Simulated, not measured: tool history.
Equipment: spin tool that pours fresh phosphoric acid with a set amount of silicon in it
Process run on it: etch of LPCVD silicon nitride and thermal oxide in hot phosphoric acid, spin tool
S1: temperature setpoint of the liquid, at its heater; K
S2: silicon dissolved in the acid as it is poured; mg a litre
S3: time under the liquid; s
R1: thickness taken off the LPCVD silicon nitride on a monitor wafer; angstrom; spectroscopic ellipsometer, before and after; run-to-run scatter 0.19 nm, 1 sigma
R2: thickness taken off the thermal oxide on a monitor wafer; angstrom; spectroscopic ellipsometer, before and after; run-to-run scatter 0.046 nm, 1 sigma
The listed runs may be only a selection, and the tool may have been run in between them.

Run 1, hour 0: S1 434.15 K, S2 12.5 mg a litre, S3 180 s. Result: R1 189.74 angstrom, R2 3.5424 angstrom.
Run 2, hour 4.6: S1 434.15 K, S2 19.5 mg a litre, S3 180 s. Result: R1 191.02 angstrom, R2 3.3603 angstrom.
Run 3, hour 12.2: S1 432.65 K, S2 19.5 mg a litre, S3 180 s. Result: R1 180.36 angstrom, R2 3.2344 angstrom.
Run 4, hour 16.1: S1 431.15 K, S2 19.5 mg a litre, S3 180 s. Result: R1 171.06 angstrom, R2 2.8862 angstrom.
Run 5, hour 18.3: S1 433.15 K, S2 19.5 mg a litre, S3 180 s. Result: R1 182.34 angstrom, R2 3.1659 angstrom.
Run 6, hour 21.6: S1 434.15 K, S2 15.5 mg a litre, S3 190 s. Result: R1 199.44 angstrom, R2 3.834 angstrom.
Run 7, hour 25.7: S1 435.15 K, S2 13 mg a litre, S3 200 s. Result: R1 217.27 angstrom, R2 5.0414 angstrom.
Run 8, hour 28.2: S1 435.65 K, S2 14.5 mg a litre, S3 205 s. Result: R1 227.62 angstrom, R2 5.0332 angstrom.
Run 9, hour 35.2: S1 436.15 K, S2 14 mg a litre, S3 210 s. Result: R1 235.2 angstrom, R2 4.7109 angstrom.
Run 10, hour 42.4: S1 436.65 K, S2 11.5 mg a litre, S3 215 s. Result: R1 247.47 angstrom, R2 5.6412 angstrom.
Run 11, hour 51.3: S1 437.15 K, S2 10.5 mg a litre, S3 220 s. Result: R1 256.96 angstrom, R2 6.0271 angstrom.

What does the tool deliver on the next run?
Run 12, hour 59.7: S1 437.65 K, S2 9.5 mg a litre, S3 225 s. Result: R1 ?, R2 ?.

Run 12 produced R1 268.77 angstrom, R2 6.7413 angstrom.
